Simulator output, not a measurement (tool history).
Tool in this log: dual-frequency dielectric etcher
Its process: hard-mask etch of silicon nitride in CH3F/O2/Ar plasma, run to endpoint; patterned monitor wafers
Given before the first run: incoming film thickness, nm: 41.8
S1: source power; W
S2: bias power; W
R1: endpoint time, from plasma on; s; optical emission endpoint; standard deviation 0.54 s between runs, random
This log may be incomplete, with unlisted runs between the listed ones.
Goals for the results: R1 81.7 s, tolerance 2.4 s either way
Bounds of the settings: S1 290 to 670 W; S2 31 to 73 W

run  hour   S1  S2      R1
  1     0  480  52  67.952
  2   1.5  450  50  70.665
  3     8  450  43  75.188
  4  16.4  450  39  78.119
  5  20.4  450  45  73.809
  6  21.9  450  53  68.718
  7  28.6  430  51  71.381
  8  31.4  410  50  72.569
  9    39  390  49  74.994
 10  40.9  380  48  76.673
 11  41.6  370  48    77.3
 12  45.6  360  48  77.289

Pick the move, out of 4, that brings all results within their allowed miss; only one does.
  A  49.6  300  45   ?
  B  49.6  430  50   ?
  C  49.6  320  47   ?
  D  49.6  310  41   ?

move      R1
   A  85.172
   B  71.586
   C  81.681
   D  87.763
A: pushes the last run's worst result past its target
B: moves away from the targets compared with the last run
C: meets every target
D: pushes the last run's worst result past its target
The move that meets every target is C.
